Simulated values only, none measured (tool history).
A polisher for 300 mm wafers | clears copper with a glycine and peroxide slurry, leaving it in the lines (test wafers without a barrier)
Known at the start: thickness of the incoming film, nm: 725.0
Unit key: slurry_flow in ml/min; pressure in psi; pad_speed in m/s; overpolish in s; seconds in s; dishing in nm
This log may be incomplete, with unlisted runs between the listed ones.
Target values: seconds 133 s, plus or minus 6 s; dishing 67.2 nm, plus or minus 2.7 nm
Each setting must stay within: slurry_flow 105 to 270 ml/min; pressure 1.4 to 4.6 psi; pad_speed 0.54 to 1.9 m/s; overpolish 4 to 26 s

run,hour,slurry_flow,pressure,pad_speed,overpolish,seconds,dishing
1,0,175,3,1.22,13,113.33,53.385
2,6,170,2.9,1.22,14,114.06,54.061
3,9.5,170,2.9,1.48,14,95.699,62.156
4,13.3,170,2.9,1.48,9,97.828,44.241
5,19.6,170,2.9,1.72,9,85.832,48.869
6,25.1,150,2.9,1.72,9,87.861,47.758
7,30.2,145,2.6,1.68,12,100.13,55.395
8,34.3,140,2.4,1.7,13,107.5,54.418
9,40.7,135,2.3,1.7,14,110.16,55.389
10,49,130,2.2,1.68,15,118.07,54.446
11,51.8,125,2.2,1.66,16,120.22,57.956
12,55.5,120,1.9,1.62,20,137.07,60.17

4 candidate next runs follow, results not yet known. Just one meets every target within its allowed miss. Identify it.
A,59.2,195,2.1,1.38,19,?,?
B,59.2,105,2.1,1.64,22,?,?
C,59.2,140,2.2,1.66,19,?,?
D,59.2,125,2.3,1.68,19,?,?

move,seconds,dishing
A,131.42,59.442
B,129.71,66.476
C,114.64,65.604
D,112.06,66.918
A: misses by more than the last run did
B: in spec on every target
C: brings the last run's worst result on target, with another outside its allowed miss
D: brings the last run's worst result on target, with another outside its allowed miss
Answer: B
